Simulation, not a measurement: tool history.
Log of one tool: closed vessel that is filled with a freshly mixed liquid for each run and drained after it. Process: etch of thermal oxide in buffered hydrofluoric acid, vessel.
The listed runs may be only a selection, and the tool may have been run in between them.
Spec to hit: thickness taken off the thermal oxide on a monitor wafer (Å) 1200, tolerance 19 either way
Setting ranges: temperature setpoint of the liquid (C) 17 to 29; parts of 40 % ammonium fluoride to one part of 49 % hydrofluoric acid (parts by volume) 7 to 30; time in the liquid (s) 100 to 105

run  hour  temperature setpoint of the liquid (C)  parts of 40 % ammonium fluoride to one part of 49 % hydrofluoric acid (parts by volume)  time in the liquid (s)  thickness taken off the thermal oxide on a monitor wafer (Å)
  1     0                                      21                                                                                       19                     100                                                        511.74
  2   2.8                                      23                                                                                       17                     100                                                           631
  3     7                                      23                                                                                       17                     105                                                        669.07
  4  12.6                                    24.5                                                                                     15.5                     105                                                        796.64
  5  21.6                                    25.5                                                                                     14.5                     105                                                        893.23
  6  29.3                                    26.5                                                                                       14                     105                                                        964.51
  7  34.1                                    26.5                                                                                       14                     105                                                        969.54
  8  35.9                                      27                                                                                     13.5                     105                                                          1042
  9  44.5                                    27.5                                                                                     13.5                     105                                                        1064.9
 10  51.9                                      28                                                                                     13.5                     105                                                        1087.8
 11  57.2                                    28.5                                                                                       13                     105                                                          1170

Which single option among these 4 for the next run brings every result within its allowed miss of target? Just one does.
  A  62.5                                    28.5                                                                                     11.5                     100                                                             ?
  B  62.5                                      27                                                                                     10.5                     100                                                             ?
  C  62.5                                      29                                                                                     12.5                     105                                                             ?
  D  62.5                                    28.5                                                                                       12                     100                                                             ?

move  thickness taken off the thermal oxide on a monitor wafer (Å)
   A                                                        1257.4
   B                                                        1268.5
   C                                                        1249.7
   D                                                        1206.2
A: takes the result that was furthest off past its target
B: takes the result that was furthest off past its target
C: takes the result that was furthest off past its target
D: all results land within tolerance of their targets
D meets every target.

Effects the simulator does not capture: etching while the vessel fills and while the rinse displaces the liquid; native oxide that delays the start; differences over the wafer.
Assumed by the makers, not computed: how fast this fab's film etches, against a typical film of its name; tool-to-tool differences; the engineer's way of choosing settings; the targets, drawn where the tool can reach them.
